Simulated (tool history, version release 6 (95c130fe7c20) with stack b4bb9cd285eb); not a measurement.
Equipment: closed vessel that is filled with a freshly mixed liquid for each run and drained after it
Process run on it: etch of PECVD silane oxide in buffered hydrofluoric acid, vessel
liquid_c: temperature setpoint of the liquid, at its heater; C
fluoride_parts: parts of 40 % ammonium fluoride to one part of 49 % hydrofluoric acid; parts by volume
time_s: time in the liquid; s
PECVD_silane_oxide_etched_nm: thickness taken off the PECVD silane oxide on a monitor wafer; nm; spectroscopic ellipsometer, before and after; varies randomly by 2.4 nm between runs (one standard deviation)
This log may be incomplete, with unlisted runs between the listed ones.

run	hour	liquid_c	fluoride_parts	time_s	PECVD_silane_oxide_etched_nm
1	0.0	22	9.5	90	237.54
2	7.0	22	9.5	100	261.83
3	12.6	22	9.5	90	238.25
4	18.3	23	9.5	90	251.47
5	25.6	23	10.5	90	235.17
# hour 27.5: hydrofluoric acid flow meter replaced
6	27.5	24	10.5	90	236.02

Run 7, settings as shown, results not yet in. Your forecast:
7	28.9	25	10.5	90	?

{"run 7": {"PECVD_silane_oxide_etched_nm": 248.5}}
